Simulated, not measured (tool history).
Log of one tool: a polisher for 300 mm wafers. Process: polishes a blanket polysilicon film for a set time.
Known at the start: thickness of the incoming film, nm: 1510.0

run  hour  flow of slurry (ml/min)  pressure of the wafer on the pad (psi)  speed of the pad under the wafer (m/s)  polishing time (s)  film removed (angstrom)
  1     0                      315                                     3.3                                    1.18                  31                   2976.5
  2   4.6                      315                                     3.3                                    1.42                  31                   3489.8
  3  10.5                      315                                     2.7                                     1.3                  31                   2658.7
  4  15.9                      315                                     2.7                                    1.12                  31                   2386.8
  5  23.4                      315                                     2.7                                    1.12                  29                     2228
  6  28.3                      250                                     2.7                                    1.12                  29                   2229.9
  7    31                      250                                     2.3                                    1.12                  29                   1930.6
  8    36                      250                                     2.1                                    1.12                  29                   1753.6

The next listed run, before its measurement:
  9  41.8                      250                                       2                                    1.12                  29                        ?

Run 9 gave film removed (angstrom) 1714.3.
